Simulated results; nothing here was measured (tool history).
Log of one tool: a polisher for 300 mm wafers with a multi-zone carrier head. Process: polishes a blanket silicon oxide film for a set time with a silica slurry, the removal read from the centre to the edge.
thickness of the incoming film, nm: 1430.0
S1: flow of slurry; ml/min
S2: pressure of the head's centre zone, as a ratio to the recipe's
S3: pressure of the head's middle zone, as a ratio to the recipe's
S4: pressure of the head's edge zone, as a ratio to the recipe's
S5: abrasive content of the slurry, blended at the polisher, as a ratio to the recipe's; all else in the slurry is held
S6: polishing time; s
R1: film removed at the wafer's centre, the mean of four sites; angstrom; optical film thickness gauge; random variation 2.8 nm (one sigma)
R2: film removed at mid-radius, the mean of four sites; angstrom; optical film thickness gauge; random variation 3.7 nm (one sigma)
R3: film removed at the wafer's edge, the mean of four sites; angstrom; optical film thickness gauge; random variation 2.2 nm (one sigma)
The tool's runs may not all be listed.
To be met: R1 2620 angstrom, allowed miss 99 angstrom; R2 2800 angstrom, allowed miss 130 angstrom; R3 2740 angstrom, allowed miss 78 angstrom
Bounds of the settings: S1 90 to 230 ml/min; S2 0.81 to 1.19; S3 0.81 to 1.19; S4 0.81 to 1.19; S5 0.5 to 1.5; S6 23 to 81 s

run  hour   S1    S2    S3    S4    S5  S6      R1      R2      R3
  1     0  150     1     1     1     1  52  2139.8  2152.2  2152.8
  2   7.3  150     1     1     1     1  58  2377.1  2491.8  2363.9
  3  11.1  160     1  1.01  1.04     1  58  2413.7    2495  2491.4
  4  11.8  160     1  0.97  1.04     1  58  2385.7  2461.9  2497.4
  5  15.6  160     1  0.97  1.04     1  48  1978.6  1997.1  2039.8
  6  22.6  160  1.08  0.97  1.04     1  48  2137.2  2022.5  2047.2
  7  28.6  160  1.08  0.97  1.04     1  48  2129.4  2047.8  2058.7
  8  33.5  160  1.08  0.97  1.04     1  48  2172.9  1970.5  2047.6
  9  39.3  170  1.07  1.01  1.07   1.1  48  2265.6    2208  2151.6
 10  42.9  175     1  0.99  1.17  1.35  50  2366.2  2427.4  2535.5
 11  43.7  180     1  1.01  1.17   1.4  50  2400.6  2561.8    2597
 12  47.3  185  1.01  1.02  1.18   1.4  50  2475.7  2587.8  2606.8
 13  53.6  190  1.01  1.03  1.18   1.4  50  2484.5  2532.8  2602.4
 14    58  190  1.01  1.04  1.17  1.45  50    2531  2600.8  2636.9

5 next moves are on the table. One of them brings every result within its allowed miss. Which?
  A  62.4  210  1.08  0.98  1.17   1.5  47   ?   ?   ?
  B  62.4  220  1.05  1.03  1.19   1.5  47   ?   ?   ?
  C  62.4  230  1.01  1.07  1.17   1.5  47   ?   ?   ?
  D  62.4  215  0.97  0.81  1.19  1.45  51   ?   ?   ?
  E  62.4  190     1  1.11  1.15  1.25  55   ?   ?   ?

move      R1      R2      R3
   A  2575.5  2459.6  2571.8
   B  2521.3  2552.6  2605.4
   C  2440.4    2630  2592.2
   D  2484.5    2365    2793
   E  2567.2  2869.4  2755.1
A: further off than the last run
B: further off than the last run
C: further off than the last run
D: further off than the last run
E: meets every target
Move E is the one to make.

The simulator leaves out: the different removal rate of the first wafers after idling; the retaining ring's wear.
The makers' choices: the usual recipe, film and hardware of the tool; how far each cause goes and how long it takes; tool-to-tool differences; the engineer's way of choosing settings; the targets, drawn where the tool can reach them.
